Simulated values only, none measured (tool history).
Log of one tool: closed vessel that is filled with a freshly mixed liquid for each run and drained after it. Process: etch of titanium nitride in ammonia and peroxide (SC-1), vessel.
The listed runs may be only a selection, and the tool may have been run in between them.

| run | day | temperature setpoint of the liquid (°C) | parts of water to one part of 30 % peroxide (parts by volume) | parts of 29 % ammonia solution to one part of 30 % peroxide (parts by volume) | time in the liquid (s) | thickness taken off the titanium nitride on a monitor wafer (Å) |
|---|---|---|---|---|---|---|
| 1 | 0.000 | 50.0 | 7.5 | 0.7 | 35 | 44.047 |
| 2 | 0.083 | 54.0 | 7.5 | 0.7 | 35 | 58.530 |
| 3 | 0.138 | 56.5 | 7.5 | 0.7 | 35 | 69.841 |
| 4 | 0.342 | 58.5 | 7.5 | 0.7 | 35 | 79.313 |
| 5 | 0.475 | 60.0 | 7.5 | 0.7 | 35 | 88.252 |
| 6 | 0.775 | 60.0 | 7.5 | 0.7 | 35 | 88.797 |
| 7 | 1.025 | 60.5 | 7.5 | 0.7 | 35 | 91.717 |

Run 8 has not been measured yet. What should we expect?
| 8 | 1.121 | 61.0 | 7.5 | 0.7 | 35 | ? |

{"run 8": {"thickness taken off the titanium nitride on a monitor wafer (Å)": 94.758}}
